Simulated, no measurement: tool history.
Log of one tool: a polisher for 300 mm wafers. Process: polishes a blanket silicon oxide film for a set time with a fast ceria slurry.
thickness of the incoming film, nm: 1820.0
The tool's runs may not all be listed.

run,hour,flow of slurry (ml/min),pressure of the wafer on the pad (kPa),speed of the pad under the wafer (cm/s),polishing time (s),film removed (nm)
1,0.0,145,20.0,82,54,660.48
2,5.3,145,20.7,82,54,677.63
3,12.7,145,20.7,82,57,709.28
4,17.4,130,20.7,82,57,696.83
5,26.3,135,21.4,82,57,702.62
6,28.5,135,17.2,82,57,635.45
7,29.4,140,18.6,82,57,665.01
8,38.3,145,20.0,82,57,703.90
9,47.1,150,20.7,82,57,712.60
10,48.0,150,21.4,82,57,731.65
11,56.6,155,22.1,82,57,764.78
12,61.2,160,22.8,82,57,790.23
13,67.0,165,22.8,82,57,779.63
14,70.5,165,23.4,82,57,804.17

Estimate the outcome of run 15 from the log above:
15,73.7,165,24.1,82,57,?

Run 15 yielded film removed (nm) 804.37.
